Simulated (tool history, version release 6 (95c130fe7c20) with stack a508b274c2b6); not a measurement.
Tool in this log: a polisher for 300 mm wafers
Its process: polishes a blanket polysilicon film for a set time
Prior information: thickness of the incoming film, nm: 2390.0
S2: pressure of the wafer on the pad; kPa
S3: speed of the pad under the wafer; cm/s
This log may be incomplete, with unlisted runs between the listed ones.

{"run": 1, "hour": 0.0, "flow of slurry (ml/min)": 240, "S2": 16.5, "S3": 116, "polishing time (s)": 108, "film removed (nm)": 712.47}
{"run": 2, "hour": 3.7, "flow of slurry (ml/min)": 240, "S2": 13.8, "S3": 116, "polishing time (s)": 108, "film removed (nm)": 599.18}
{"run": 3, "hour": 9.0, "flow of slurry (ml/min)": 245, "S2": 13.8, "S3": 116, "polishing time (s)": 108, "film removed (nm)": 598.9}
{"run": 4, "hour": 10.9, "flow of slurry (ml/min)": 245, "S2": 13.8, "S3": 116, "polishing time (s)": 113, "film removed (nm)": 624.66}
{"run": 5, "hour": 18.0, "flow of slurry (ml/min)": 245, "S2": 13.8, "S3": 88, "polishing time (s)": 113, "film removed (nm)": 478.85}
{"run": 6, "hour": 19.9, "flow of slurry (ml/min)": 245, "S2": 13.8, "S3": 88, "polishing time (s)": 113, "film removed (nm)": 480.62}
{"run": 7, "hour": 23.4, "flow of slurry (ml/min)": 250, "S2": 14.5, "S3": 88, "polishing time (s)": 113, "film removed (nm)": 505.08}
{"run": 8, "hour": 31.0, "flow of slurry (ml/min)": 255, "S2": 15.2, "S3": 88, "polishing time (s)": 113, "film removed (nm)": 530.42}
{"run": 9, "hour": 36.6, "flow of slurry (ml/min)": 265, "S2": 15.9, "S3": 88, "polishing time (s)": 113, "film removed (nm)": 552.86}

Run 10 comes next. What will it give?
{"run": 10, "hour": 39.3, "flow of slurry (ml/min)": 265, "S2": 16.5, "S3": 88, "polishing time (s)": 113, "film removed (nm)": "?"}

film removed (nm): 573.38
